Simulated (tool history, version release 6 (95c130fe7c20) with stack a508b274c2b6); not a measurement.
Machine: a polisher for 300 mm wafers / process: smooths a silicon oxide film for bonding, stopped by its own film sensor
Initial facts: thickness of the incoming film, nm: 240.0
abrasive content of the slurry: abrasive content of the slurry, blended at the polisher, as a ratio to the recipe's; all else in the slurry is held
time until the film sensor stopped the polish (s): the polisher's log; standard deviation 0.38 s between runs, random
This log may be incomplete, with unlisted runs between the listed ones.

run,hour,flow of slurry (ml/min),pressure of the wafer on the pad (psi),speed of the pad under the wafer (cm/s),abrasive content of the slurry,target thickness at which the film sensor stops the polish (angstrom),time until the film sensor stopped the polish (s)
1,0.0,185,2.8,114,1.0,2070,28.195
2,6.4,185,3.4,114,1.0,2070,23.807
3,13.0,185,3.0,114,1.0,2070,26.845
4,13.6,185,3.0,98,1.0,2070,29.107
5,22.2,185,3.0,98,1.0,2070,28.903
6,25.9,185,3.0,80,1.0,2070,31.176
7,28.4,185,2.9,80,1.0,2070,32.521
8,30.1,185,2.9,80,1.0,2070,32.476

Run 9 comes next. What will it give?
9,31.5,185,2.8,80,1.0,2070,?

Run 9 gave time until the film sensor stopped the polish (s) 33.636.

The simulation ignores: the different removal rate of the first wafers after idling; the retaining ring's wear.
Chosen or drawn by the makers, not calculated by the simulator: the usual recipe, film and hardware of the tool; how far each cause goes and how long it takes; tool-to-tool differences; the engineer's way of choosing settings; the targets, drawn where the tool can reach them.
